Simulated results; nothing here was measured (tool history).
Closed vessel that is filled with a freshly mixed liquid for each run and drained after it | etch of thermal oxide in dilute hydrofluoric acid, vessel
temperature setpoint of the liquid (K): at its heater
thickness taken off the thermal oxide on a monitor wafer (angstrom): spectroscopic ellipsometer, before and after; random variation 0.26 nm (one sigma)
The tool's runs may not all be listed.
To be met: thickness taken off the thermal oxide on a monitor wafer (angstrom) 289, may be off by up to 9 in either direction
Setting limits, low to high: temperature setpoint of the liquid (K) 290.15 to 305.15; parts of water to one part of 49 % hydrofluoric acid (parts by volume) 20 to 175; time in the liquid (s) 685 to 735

run	day	temperature setpoint of the liquid (K)	parts of water to one part of 49 % hydrofluoric acid (parts by volume)	time in the liquid (s)	thickness taken off the thermal oxide on a monitor wafer (angstrom)
1	0	297.15	95	685	327.84
2	0.25	296.15	95	685	311.34
3	0.329	296.15	60	685	517.89
4	0.683	294.15	70	685	405.65
5	0.875	292.15	70	685	377.94
6	1.167	292.15	35	685	783.18
7	1.262	291.65	50	685	523.85
8	1.296	291.15	60	685	418.71
9	1.325	290.65	65	685	374.39
10	1.367	290.65	70	685	352.18
11	1.425	290.65	75	685	320.24

Which single option among these 4 for the next run brings every result within its allowed miss of target? Just one does.
A	1.483	290.15	70	695	?
B	1.483	291.65	80	720	?
C	1.483	290.15	70	720	?
D	1.483	290.65	90	735	?

move	thickness taken off the thermal oxide on a monitor wafer (angstrom)
A	346.25
B	330.89
C	358.7
D	284.73
A: further off than the last run
B: further off than the last run
C: further off than the last run
D: each result inside its tolerance
D meets every target.
